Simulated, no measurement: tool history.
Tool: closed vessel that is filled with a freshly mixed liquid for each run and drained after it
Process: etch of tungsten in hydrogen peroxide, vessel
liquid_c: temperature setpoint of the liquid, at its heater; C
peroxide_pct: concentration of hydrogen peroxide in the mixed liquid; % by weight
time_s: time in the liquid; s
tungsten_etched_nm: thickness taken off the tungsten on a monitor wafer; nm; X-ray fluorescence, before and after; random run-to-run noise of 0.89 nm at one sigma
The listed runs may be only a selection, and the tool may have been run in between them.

| run | hour | liquid_c | peroxide_pct | time_s | tungsten_etched_nm |
|---|---|---|---|---|---|
| 1 | 0 | 44 | 25.5 | 95 | 123.57 |
| 2 | 7.2 | 44 | 25.5 | 100 | 131.46 |
| 3 | 13.4 | 44 | 20.5 | 100 | 117.5 |
| 4 | 15.7 | 45.5 | 20.5 | 100 | 128.19 |
| 5 | 16.9 | 47 | 20.5 | 100 | 142.44 |
| 6 | 24.5 | 47 | 20.5 | 100 | 142.85 |
| 7 | 26.2 | 48 | 20.5 | 100 | 150.71 |
| 8 | 28.3 | 48.5 | 20.5 | 100 | 155.75 |

Run 9 is up next; what results do you expect?
| 9 | 33.8 | 49 | 20.5 | 100 | ? |

{"run 9": {"tungsten_etched_nm": 158.69}}

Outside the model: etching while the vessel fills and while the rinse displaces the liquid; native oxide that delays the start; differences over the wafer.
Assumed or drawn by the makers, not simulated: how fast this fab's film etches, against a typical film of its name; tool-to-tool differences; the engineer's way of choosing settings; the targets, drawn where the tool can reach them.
